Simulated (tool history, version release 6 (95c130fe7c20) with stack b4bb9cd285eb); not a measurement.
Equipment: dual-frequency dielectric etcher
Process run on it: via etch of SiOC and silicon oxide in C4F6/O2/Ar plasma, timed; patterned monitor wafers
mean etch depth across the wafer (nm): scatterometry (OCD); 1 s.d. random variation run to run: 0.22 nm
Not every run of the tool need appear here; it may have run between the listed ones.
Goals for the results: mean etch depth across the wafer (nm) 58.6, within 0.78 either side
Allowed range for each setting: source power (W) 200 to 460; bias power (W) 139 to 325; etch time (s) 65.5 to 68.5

run	hour	source power (W)	bias power (W)	etch time (s)	mean etch depth across the wafer (nm)
1	0	330	232	65.5	71.293
2	8.5	330	258	65.5	73.416
3	10	330	226	65.5	70.891
4	11.8	310	226	65.5	68.824
5	17.7	310	226	68.5	72.457
6	21.4	300	220	68.5	70.96
7	22.7	290	215	68.5	69.561
8	29	280	210	68.5	67.789
9	37.1	270	207	68.5	66.878
10	44.3	260	203	68.5	65.4
11	52.4	260	203	68.5	66.15
12	60.4	250	198	68.5	64.612
13	62.6	240	195	68.5	63.565
14	68.9	230	192	68.5	61.843

Of the 4 settings listed for the next run, only one would bring every result within its allowed miss of target. Which one?
A	75.2	270	142	68.5	?
B	75.2	220	188	68.5	?
C	75.2	260	180	65.5	?
D	75.2	240	178	65.5	?

move	mean etch depth across the wafer (nm)
A	60.691
B	60.261
C	60.61
D	58.669
A: nearer than the last run, and not there yet
B: nearer than the last run, and not there yet
C: nearer than the last run, and not there yet
D: every result within its allowed miss
The right move is D.

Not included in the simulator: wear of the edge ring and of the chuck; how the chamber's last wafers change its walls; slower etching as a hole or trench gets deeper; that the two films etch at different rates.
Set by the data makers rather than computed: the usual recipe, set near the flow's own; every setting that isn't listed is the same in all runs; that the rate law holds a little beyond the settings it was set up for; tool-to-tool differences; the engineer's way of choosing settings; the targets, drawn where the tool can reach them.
